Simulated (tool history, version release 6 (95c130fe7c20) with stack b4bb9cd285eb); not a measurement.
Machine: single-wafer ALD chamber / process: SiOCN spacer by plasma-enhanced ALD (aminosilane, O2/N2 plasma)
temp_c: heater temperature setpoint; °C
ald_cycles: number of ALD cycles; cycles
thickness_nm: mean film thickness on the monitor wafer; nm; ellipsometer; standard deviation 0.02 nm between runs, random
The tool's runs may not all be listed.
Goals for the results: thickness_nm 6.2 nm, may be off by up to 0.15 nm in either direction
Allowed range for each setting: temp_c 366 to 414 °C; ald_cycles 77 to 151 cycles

Run 1, hour 0: temp_c 390 °C, ald_cycles 114 cycles. Result: thickness_nm 7.0727 nm.
Run 2, hour 3.5: temp_c 390 °C, ald_cycles 124 cycles. Result: thickness_nm 7.7067 nm.
Run 3, hour 11.6: temp_c 384 °C, ald_cycles 124 cycles. Result: thickness_nm 7.6819 nm.
Run 4, hour 12.3: temp_c 384 °C, ald_cycles 115 cycles. Result: thickness_nm 7.129 nm.
Run 5, hour 15: temp_c 380 °C, ald_cycles 115 cycles. Result: thickness_nm 7.1421 nm.
Run 6, hour 18.6: temp_c 380 °C, ald_cycles 110 cycles. Result: thickness_nm 6.7776 nm.
Run 7, hour 19.3: temp_c 380 °C, ald_cycles 107 cycles. Result: thickness_nm 6.6777 nm.
Run 8, hour 22.8: temp_c 380 °C, ald_cycles 104 cycles. Result: thickness_nm 6.4441 nm.
Run 9, hour 29.8: temp_c 380 °C, ald_cycles 103 cycles. Result: thickness_nm 6.4079 nm.

Below are 4 possible settings for the next run. Only one of them brings all results inside the allowed miss of their targets. Which is it?
Run A, hour 36.8: temp_c 391 °C, ald_cycles 108 cycles. Result: thickness_nm ?.
Run B, hour 36.8: temp_c 387 °C, ald_cycles 107 cycles. Result: thickness_nm ?.
Run C, hour 36.8: temp_c 383 °C, ald_cycles 99 cycles. Result: thickness_nm ?.
Run D, hour 36.8: temp_c 367 °C, ald_cycles 108 cycles. Result: thickness_nm ?.

move  thickness_nm
   A        6.6743
   B        6.6125
   C        6.1181
   D        6.6743
A: moves away from the targets compared with the last run
B: moves away from the targets compared with the last run
C: in spec on every target
D: moves away from the targets compared with the last run
The right move is C.
